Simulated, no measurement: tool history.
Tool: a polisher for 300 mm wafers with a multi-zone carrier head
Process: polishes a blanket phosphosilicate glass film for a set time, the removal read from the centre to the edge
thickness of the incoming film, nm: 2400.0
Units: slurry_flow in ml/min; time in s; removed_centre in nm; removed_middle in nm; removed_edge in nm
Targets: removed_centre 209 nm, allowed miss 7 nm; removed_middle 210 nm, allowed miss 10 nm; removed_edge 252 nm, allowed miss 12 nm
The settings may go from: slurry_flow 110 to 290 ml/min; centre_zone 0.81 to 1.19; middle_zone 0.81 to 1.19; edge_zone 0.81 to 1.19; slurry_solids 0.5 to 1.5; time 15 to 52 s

run	hour	slurry_flow	centre_zone	middle_zone	edge_zone	slurry_solids	time	removed_centre	removed_middle	removed_edge
1	0	185	1	1	1	1	33	299.16	291.68	321.37
2	2.2	185	1.04	1	1	1	33	314.12	292.85	316.21
3	8.3	185	1.04	1.05	1	1	33	312.49	304.62	320.3
4	13.2	165	1.04	1.05	1	1	33	302.36	292.75	318.5
5	19.9	165	1.03	1.04	0.99	0.95	33	292.6	286.54	308.15
6	22.1	165	1.08	1.04	0.99	0.95	33	307.02	288.25	307.68
7	27.8	160	1.06	1.03	0.99	0.9	33	293.6	279.68	291.26
# hour 34.3: edge zone pressure recalibrated
8	34.3	155	1.04	1.01	1	0.9	33	289.28	268.38	286.62
9	39.3	150	1.02	1.01	1.01	0.9	33	288.52	265.44	281.85
10	44.7	155	1	0.99	0.99	0.9	32	270.51	266.49	272.96
11	45.2	155	0.98	1	1.01	0.9	31	253.88	253.58	269.13
12	52.1	155	0.97	0.99	1.03	0.9	31	259.24	255.86	269.2
13	54.7	160	0.95	0.98	1.05	0.9	30	240.52	241.67	260.51

5 next moves are on the table. One of them brings every result within its allowed miss. Which?
A	57.3	120	1.1	0.97	0.88	0.6	40	?	?	?
B	57.3	170	0.81	0.98	1.08	1.25	24	?	?	?
C	57.3	285	0.91	0.93	1.19	1.2	22	?	?	?
D	57.3	145	0.94	1.1	1.19	0.9	27	?	?	?
E	57.3	180	0.94	0.89	1.1	1	26	?	?	?

move	removed_centre	removed_middle	removed_edge
A	288.63	250.19	258.55
B	193.49	228.61	254.34
C	210.08	211.46	252.52
D	213.45	235.52	255.67
E	223.43	212.67	254.68
A: further off than the last run
B: takes the result that was furthest off past its target
C: meets every target
D: brings the result that was furthest off to its target, and leaves another outside
E: nearer than the last run, and not there yet
Answer: C

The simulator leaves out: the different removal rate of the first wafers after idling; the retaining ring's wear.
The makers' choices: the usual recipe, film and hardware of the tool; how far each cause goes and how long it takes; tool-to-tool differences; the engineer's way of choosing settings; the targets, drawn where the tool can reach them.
